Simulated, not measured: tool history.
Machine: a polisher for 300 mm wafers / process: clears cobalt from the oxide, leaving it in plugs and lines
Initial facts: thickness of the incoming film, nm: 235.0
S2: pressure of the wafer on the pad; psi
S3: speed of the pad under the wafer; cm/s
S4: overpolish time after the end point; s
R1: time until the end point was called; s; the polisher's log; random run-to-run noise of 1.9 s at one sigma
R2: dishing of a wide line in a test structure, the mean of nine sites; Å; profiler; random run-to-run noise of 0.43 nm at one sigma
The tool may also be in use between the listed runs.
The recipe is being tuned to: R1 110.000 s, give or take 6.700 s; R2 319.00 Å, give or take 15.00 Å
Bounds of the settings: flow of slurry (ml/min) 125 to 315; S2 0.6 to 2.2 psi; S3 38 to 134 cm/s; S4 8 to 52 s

run 1 hour=0.0 | flow_of_slurry_(ml/min)=205 S2=1.4 S3=86 S4=26 | R1=70.500 R2=449.95
run 2 hour=4.1 | flow_of_slurry_(ml/min)=205 S2=1.3 S3=86 S4=23 | R1=76.453 R2=406.13
run 3 hour=9.0 | flow_of_slurry_(ml/min)=205 S2=1.2 S3=86 S4=22 | R1=80.622 R2=382.71
run 4 hour=10.0 | flow_of_slurry_(ml/min)=205 S2=1.1 S3=86 S4=22 | R1=90.546 R2=374.31
run 5 hour=10.9 | flow_of_slurry_(ml/min)=205 S2=1.1 S3=86 S4=17 | R1=92.197 R2=318.05
run 6 hour=16.9 | flow_of_slurry_(ml/min)=205 S2=1.0 S3=86 S4=18 | R1=95.321 R2=309.48
run 7 hour=24.0 | flow_of_slurry_(ml/min)=205 S2=1.0 S3=84 S4=19 | R1=97.460 R2=316.23
run 8 hour=33.0 | flow_of_slurry_(ml/min)=205 S2=1.0 S3=84 S4=20 | R1=97.845 R2=327.93

Exactly one of the 5 candidate moves below puts every result within its allowed miss. Which one?
run A hour=42.0 | flow_of_slurry_(ml/min)=195 S2=1.2 S3=64 S4=21 | R1=? R2=?
run B hour=42.0 | flow_of_slurry_(ml/min)=215 S2=1.1 S3=82 S4=22 | R1=? R2=?
run C hour=42.0 | flow_of_slurry_(ml/min)=245 S2=1.0 S3=84 S4=16 | R1=? R2=?
run D hour=42.0 | flow_of_slurry_(ml/min)=260 S2=0.9 S3=82 S4=26 | R1=? R2=?
run E hour=42.0 | flow_of_slurry_(ml/min)=170 S2=0.8 S3=84 S4=21 | R1=? R2=?

move=A R1=113.080 R2=316.73
move=B R1=95.486 R2=360.82
move=C R1=100.570 R2=285.17
move=D R1=113.100 R2=361.49
move=E R1=131.140 R2=287.25
A: every result within its allowed miss
B: the biggest miss grows against the last run
C: the biggest miss grows against the last run
D: puts the biggest miss on target and leaves a different result outside tolerance
E: the result that was furthest off in the last run now lies on the other side of its target
So the answer is move A, the one that meets all the targets.
